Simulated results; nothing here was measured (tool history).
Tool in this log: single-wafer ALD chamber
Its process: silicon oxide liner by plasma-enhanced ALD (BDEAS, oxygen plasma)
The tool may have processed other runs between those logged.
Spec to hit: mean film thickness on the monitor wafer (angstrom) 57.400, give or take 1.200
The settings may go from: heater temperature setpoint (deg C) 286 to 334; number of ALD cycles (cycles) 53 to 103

run  hour  heater temperature setpoint (deg C)  number of ALD cycles (cycles)  mean film thickness on the monitor wafer (angstrom)
  1   0.0                                  310                             78                                               71.732
  2   7.9                                  302                             78                                               72.318
  3  16.1                                  293                             78                                               75.123
  4  24.8                                  293                             86                                               82.483
  5  26.5                                  286                             86                                               83.939
  6  33.7                                  291                             86                                               82.833
  7  36.1                                  297                             77                                               72.998
  8  36.9                                  302                             71                                               65.896
  9  39.8                                  305                             68                                               62.534
 10  41.8                                  307                             66                                               60.763
 11  49.7                                  309                             65                                               59.598
 12  58.5                                  310                             64                                               58.715

Consider the 5 candidate settings below. Which is the only one whose results all fall within their allowed miss of target?
  A  67.3                                  299                             66                                                    ?
  B  67.3                                  314                             67                                                    ?
  C  67.3                                  313                             67                                                    ?
  D  67.3                                  318                             63                                                    ?
  E  67.3                                  307                             65                                                    ?

move  mean film thickness on the monitor wafer (angstrom)
   A                                               61.776
   B                                               61.089
   C                                               61.181
   D                                               57.094
   E                                               59.893
A: the biggest miss grows against the last run
B: the biggest miss grows against the last run
C: the biggest miss grows against the last run
D: every result lands within tolerance
E: the biggest miss grows against the last run
The move that meets every target is D.

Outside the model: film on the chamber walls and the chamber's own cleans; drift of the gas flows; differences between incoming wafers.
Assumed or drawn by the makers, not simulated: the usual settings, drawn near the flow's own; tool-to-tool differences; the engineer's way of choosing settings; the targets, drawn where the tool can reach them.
